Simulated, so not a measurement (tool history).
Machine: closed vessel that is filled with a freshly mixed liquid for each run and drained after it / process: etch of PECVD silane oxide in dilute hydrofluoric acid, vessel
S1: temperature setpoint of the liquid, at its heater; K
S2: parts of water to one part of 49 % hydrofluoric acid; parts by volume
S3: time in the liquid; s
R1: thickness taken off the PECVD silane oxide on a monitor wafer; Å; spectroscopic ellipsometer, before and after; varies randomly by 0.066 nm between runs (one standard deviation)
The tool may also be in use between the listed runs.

run,hour,S1,S2,S3,R1
1,0.0,298.15,270,70,99.804
2,7.8,298.15,230,70,124.450
3,12.1,298.15,230,70,125.620
4,19.6,296.15,230,70,115.570
5,22.7,294.65,255,70,97.204
6,24.2,293.15,270,70,84.658
7,32.3,292.15,280,70,77.487
8,38.2,291.65,285,70,74.861

Estimate the outcome of run 9 from the log above:
9,43.9,291.15,290,70,?

Run 9 yielded R1 72.612 Å.
